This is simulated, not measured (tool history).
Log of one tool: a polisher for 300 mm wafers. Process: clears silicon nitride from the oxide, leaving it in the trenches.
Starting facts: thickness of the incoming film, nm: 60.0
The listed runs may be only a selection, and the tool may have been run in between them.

run  hour  flow of slurry (ml/min)  pressure of the wafer on the pad (kPa)  speed of the pad under the wafer (cm/s)  overpolish time after the end point (s)  time until the end point was called (s)
  1   0.0                      300                                    13.8                                       80                                        8                                  113.840
  2   0.6                      300                                    13.1                                       80                                        8                                  117.590
  3   8.1                      350                                    13.1                                       80                                        8                                  114.600
  4  14.0                      350                                    14.5                                       80                                        8                                  106.070
  5  19.7                      350                                    14.5                                       80                                        8                                  107.900
  6  23.9                      350                                    14.5                                       98                                        8                                   85.857
  7  27.8                      350                                    12.4                                       96                                        8                                  100.430
  8  36.1                      350                                    11.0                                       94                                        8                                  117.610
  9  38.9                      350                                    10.3                                       94                                        8                                  124.260

Forecast run 10:
 10  41.6                      350                                     9.7                                       94                                        8                                        ?

{"run 10": {"time until the end point was called (s)": 133.45}}
